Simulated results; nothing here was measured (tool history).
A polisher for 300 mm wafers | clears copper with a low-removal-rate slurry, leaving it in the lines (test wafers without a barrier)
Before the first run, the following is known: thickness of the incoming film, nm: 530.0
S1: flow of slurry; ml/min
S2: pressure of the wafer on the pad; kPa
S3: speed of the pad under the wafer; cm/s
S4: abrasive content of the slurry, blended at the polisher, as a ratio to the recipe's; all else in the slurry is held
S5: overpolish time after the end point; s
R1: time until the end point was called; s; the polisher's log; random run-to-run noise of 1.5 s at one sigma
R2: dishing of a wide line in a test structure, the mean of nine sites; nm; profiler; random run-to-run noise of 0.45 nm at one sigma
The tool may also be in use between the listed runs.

Run 1, hour 0: S1 125 ml/min, S2 24.8 kPa, S3 86 cm/s, S4 1, S5 17 s. Result: R1 180.34 s, R2 30.877 nm.
Run 2, hour 4.6: S1 130 ml/min, S2 26.2 kPa, S3 86 cm/s, S4 1, S5 16 s. Result: R1 172.12 s, R2 30.462 nm.
Run 3, hour 11.5: S1 130 ml/min, S2 27.6 kPa, S3 86 cm/s, S4 1, S5 16 s. Result: R1 166.74 s, R2 31.973 nm.
Run 4, hour 18.2: S1 130 ml/min, S2 27.6 kPa, S3 86 cm/s, S4 1, S5 10 s. Result: R1 164.14 s, R2 21.982 nm.
Run 5, hour 26.1: S1 130 ml/min, S2 29 kPa, S3 86 cm/s, S4 1, S5 10 s. Result: R1 153.98 s, R2 23.058 nm.
Run 6, hour 32.1: S1 130 ml/min, S2 24.1 kPa, S3 86 cm/s, S4 1, S5 10 s. Result: R1 187.52 s, R2 19.774 nm.
Run 7, hour 38.5: S1 130 ml/min, S2 25.5 kPa, S3 86 cm/s, S4 1, S5 10 s. Result: R1 181.48 s, R2 21.274 nm.

Run 8, settings as shown, results not yet in. Your forecast:
At hour 40.5: worn pad replaced by a new one.
Run 8, hour 40.5: S1 130 ml/min, S2 26.9 kPa, S3 86 cm/s, S4 1, S5 11 s. Result: R1 ?, R2 ?.

For run 8 the tool returned R1 155.55 s, R2 24.952 nm.

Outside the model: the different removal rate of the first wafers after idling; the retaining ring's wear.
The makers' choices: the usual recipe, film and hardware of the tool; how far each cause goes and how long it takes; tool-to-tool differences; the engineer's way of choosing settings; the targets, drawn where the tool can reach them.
